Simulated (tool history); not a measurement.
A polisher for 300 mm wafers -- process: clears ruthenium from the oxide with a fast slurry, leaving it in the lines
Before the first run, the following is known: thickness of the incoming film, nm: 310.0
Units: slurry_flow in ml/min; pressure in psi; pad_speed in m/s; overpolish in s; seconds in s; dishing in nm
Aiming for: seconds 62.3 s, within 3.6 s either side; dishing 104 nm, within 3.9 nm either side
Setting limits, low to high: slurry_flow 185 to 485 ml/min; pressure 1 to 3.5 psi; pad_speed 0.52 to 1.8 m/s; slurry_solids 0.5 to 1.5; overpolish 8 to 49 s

run,hour,slurry_flow,pressure,pad_speed,slurry_solids,overpolish,seconds,dishing
1,0,310,2.2,1.16,1,25,80.274,69.265
2,6,310,2.2,1.32,1,25,72.144,75.406
3,10.5,310,2.5,1.32,1,25,65.103,81.594
4,15.4,310,1.9,1.32,1,25,83.43,68.798
5,16.6,310,2.1,1.34,1,27,75.126,79.351
6,18.3,350,2.1,1.34,1,27,73.449,77.71
7,21.3,330,2.2,1.36,1,28,71.596,83.821
8,25.7,325,2.3,1.38,1,29,68.205,88.51
9,28.8,320,2.4,1.38,1,30,64.973,93.167

Next run, 4 choices. One meets every target within its allowed miss, the rest don't. Which?
A,31.9,295,2.9,1.3,0.9,41,?,?
B,31.9,270,2.4,1.36,1.05,28,?,?
C,31.9,410,2.5,1.62,1,35,?,?
D,31.9,265,3.5,1.1,0.9,34,?,?

move,seconds,dishing
A,61.607,114.57
B,65.223,87.128
C,52.717,114.42
D,62.077,102.2
A: takes the result that was furthest off past its target
B: moves away from the targets compared with the last run
C: takes the result that was furthest off past its target
D: meets every target
Move D is the one to make.
